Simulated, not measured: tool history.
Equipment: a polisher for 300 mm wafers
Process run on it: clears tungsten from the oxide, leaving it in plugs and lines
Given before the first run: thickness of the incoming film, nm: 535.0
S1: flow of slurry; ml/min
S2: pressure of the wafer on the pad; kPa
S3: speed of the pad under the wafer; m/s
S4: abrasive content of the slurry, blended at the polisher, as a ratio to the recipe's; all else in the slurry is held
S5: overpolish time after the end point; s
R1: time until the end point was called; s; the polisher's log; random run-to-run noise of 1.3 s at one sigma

Run 1, day 0.000: S1 120 ml/min, S2 31.0 kPa, S3 0.92 m/s, S4 1.0, S5 9 s. Result: R1 123.810 s.
Run 2, day 0.288: S1 120 ml/min, S2 31.0 kPa, S3 0.78 m/s, S4 1.0, S5 9 s. Result: R1 135.250 s.
Run 3, day 0.575: S1 120 ml/min, S2 35.2 kPa, S3 0.82 m/s, S4 1.0, S5 9 s. Result: R1 118.090 s.
Run 4, day 0.708: S1 120 ml/min, S2 35.2 kPa, S3 0.94 m/s, S4 1.0, S5 9 s. Result: R1 106.910 s.
Run 5, day 0.867: S1 120 ml/min, S2 37.9 kPa, S3 0.96 m/s, S4 1.0, S5 9 s. Result: R1 97.289 s.
Run 6, day 1.142: S1 120 ml/min, S2 37.9 kPa, S3 0.96 m/s, S4 1.0, S5 9 s. Result: R1 94.358 s.

Run 7 comes next. What will it give?
Run 7, day 1.204: S1 120 ml/min, S2 40.0 kPa, S3 0.98 m/s, S4 1.0, S5 9 s. Result: R1 ?.

R1: 94.076 s
